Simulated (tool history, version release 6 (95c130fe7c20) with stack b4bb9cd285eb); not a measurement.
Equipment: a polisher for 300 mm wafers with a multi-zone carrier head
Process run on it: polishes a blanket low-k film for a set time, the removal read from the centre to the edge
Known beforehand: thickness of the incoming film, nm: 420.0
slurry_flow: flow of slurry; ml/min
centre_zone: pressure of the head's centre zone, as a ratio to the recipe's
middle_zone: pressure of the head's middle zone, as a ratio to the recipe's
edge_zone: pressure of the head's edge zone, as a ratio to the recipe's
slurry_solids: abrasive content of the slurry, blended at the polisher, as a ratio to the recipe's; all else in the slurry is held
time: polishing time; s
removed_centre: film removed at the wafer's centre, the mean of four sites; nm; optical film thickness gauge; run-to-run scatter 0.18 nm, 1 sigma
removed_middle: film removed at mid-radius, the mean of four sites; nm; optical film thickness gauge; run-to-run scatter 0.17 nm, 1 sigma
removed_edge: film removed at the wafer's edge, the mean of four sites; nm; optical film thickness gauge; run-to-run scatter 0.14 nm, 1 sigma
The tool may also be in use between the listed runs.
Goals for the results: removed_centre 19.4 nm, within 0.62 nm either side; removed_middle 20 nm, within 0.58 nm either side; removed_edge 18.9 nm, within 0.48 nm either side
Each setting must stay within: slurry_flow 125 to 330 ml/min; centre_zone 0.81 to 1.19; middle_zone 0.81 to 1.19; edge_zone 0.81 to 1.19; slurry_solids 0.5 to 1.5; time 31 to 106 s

run 1 hour=0 | slurry_flow=210 centre_zone=1 middle_zone=1 edge_zone=1 slurry_solids=1 time=68 | removed_centre=38.63 removed_middle=37.974 removed_edge=38.495
run 2 hour=6.4 | slurry_flow=205 centre_zone=0.99 middle_zone=1 edge_zone=0.97 slurry_solids=0.9 time=63 | removed_centre=32.651 removed_middle=32.918 removed_edge=32.716
run 3 hour=10.3 | slurry_flow=205 centre_zone=0.99 middle_zone=1 edge_zone=1.02 slurry_solids=0.9 time=63 | removed_centre=32.756 removed_middle=32.874 removed_edge=32.969
run 4 hour=15 | slurry_flow=200 centre_zone=0.99 middle_zone=1 edge_zone=1.01 slurry_solids=0.8 time=60 | removed_centre=29.038 removed_middle=29.498 removed_edge=29.298
run 5 hour=20.8 | slurry_flow=195 centre_zone=0.99 middle_zone=1 edge_zone=0.99 slurry_solids=0.75 time=58 | removed_centre=26.189 removed_middle=26.823 removed_edge=26.244
run 6 hour=28.7 | slurry_flow=185 centre_zone=0.99 middle_zone=0.99 edge_zone=0.96 slurry_solids=0.7 time=58 | removed_centre=24.858 removed_middle=24.339 removed_edge=24.66
run 7 hour=33.2 | slurry_flow=180 centre_zone=0.98 middle_zone=1 edge_zone=0.93 slurry_solids=0.65 time=58 | removed_centre=22.837 removed_middle=23.352 removed_edge=23.016
run 8 hour=42.1 | slurry_flow=175 centre_zone=0.98 middle_zone=1.01 edge_zone=0.91 slurry_solids=0.65 time=58 | removed_centre=23.569 removed_middle=23.616 removed_edge=22.45
run 9 hour=46.7 | slurry_flow=140 centre_zone=0.88 middle_zone=0.94 edge_zone=0.81 slurry_solids=0.5 time=55 | removed_centre=14.206 removed_middle=15.27 removed_edge=15.323
run 10 hour=47.3 | slurry_flow=175 centre_zone=0.89 middle_zone=0.95 edge_zone=0.81 slurry_solids=0.5 time=55 | removed_centre=15.174 removed_middle=16.247 removed_edge=15.686
run 11 hour=48.1 | slurry_flow=190 centre_zone=0.9 middle_zone=0.96 edge_zone=0.83 slurry_solids=0.5 time=54 | removed_centre=15.018 removed_middle=16.207 removed_edge=15.725
run 12 hour=49.5 | slurry_flow=190 centre_zone=0.92 middle_zone=0.98 edge_zone=0.85 slurry_solids=0.5 time=53 | removed_centre=15.143 removed_middle=15.901 removed_edge=15.514
run 13 hour=51.7 | slurry_flow=190 centre_zone=0.94 middle_zone=1.01 edge_zone=0.88 slurry_solids=0.5 time=53 | removed_centre=15.473 removed_middle=16.358 removed_edge=15.807
run 14 hour=54.4 | slurry_flow=195 centre_zone=0.96 middle_zone=1.03 edge_zone=0.9 slurry_solids=0.5 time=53 | removed_centre=15.595 removed_middle=16.69 removed_edge=15.758
run 15 hour=56.1 | slurry_flow=195 centre_zone=0.96 middle_zone=1.03 edge_zone=0.9 slurry_solids=0.5 time=53 | removed_centre=15.829 removed_middle=16.813 removed_edge=15.568
run 16 hour=59.6 | slurry_flow=190 centre_zone=0.97 middle_zone=1.04 edge_zone=0.93 slurry_solids=0.5 time=53 | removed_centre=15.79 removed_middle=16.993 removed_edge=15.934
run 17 hour=62.2 | slurry_flow=185 centre_zone=0.99 middle_zone=1.05 edge_zone=0.95 slurry_solids=0.5 time=53 | removed_centre=16.352 removed_middle=17.145 removed_edge=16.186

Which of these 5 next moves meets every target?
run A hour=64.8 | slurry_flow=220 centre_zone=0.99 middle_zone=1.05 edge_zone=0.96 slurry_solids=0.6 time=50 | removed_centre=? removed_middle=? removed_edge=?
run B hour=64.8 | slurry_flow=135 centre_zone=0.91 middle_zone=0.93 edge_zone=1.06 slurry_solids=0.55 time=60 | removed_centre=? removed_middle=? removed_edge=?
run C hour=64.8 | slurry_flow=140 centre_zone=1 middle_zone=0.97 edge_zone=1 slurry_solids=0.6 time=42 | removed_centre=? removed_middle=? removed_edge=?
run D hour=64.8 | slurry_flow=180 centre_zone=0.9 middle_zone=1.15 edge_zone=0.91 slurry_solids=0.55 time=39 | removed_centre=? removed_middle=? removed_edge=?
run E hour=64.8 | slurry_flow=190 centre_zone=0.93 middle_zone=1.06 edge_zone=0.98 slurry_solids=0.55 time=55 | removed_centre=? removed_middle=? removed_edge=?

move=A removed_centre=19.303 removed_middle=20.149 removed_edge=19.021
move=B removed_centre=18.172 removed_middle=18.796 removed_edge=20.775
move=C removed_centre=15.389 removed_middle=14.974 removed_edge=15.595
move=D removed_centre=12.199 removed_middle=15.19 removed_edge=13.059
move=E removed_centre=17.899 removed_middle=20.101 removed_edge=19.042
A: every result within its allowed miss
B: takes the result that was furthest off past its target
C: its largest miss is bigger than the last run's
D: its largest miss is bigger than the last run's
E: puts the biggest miss on target and leaves a different result outside tolerance
Move A is the one to make.
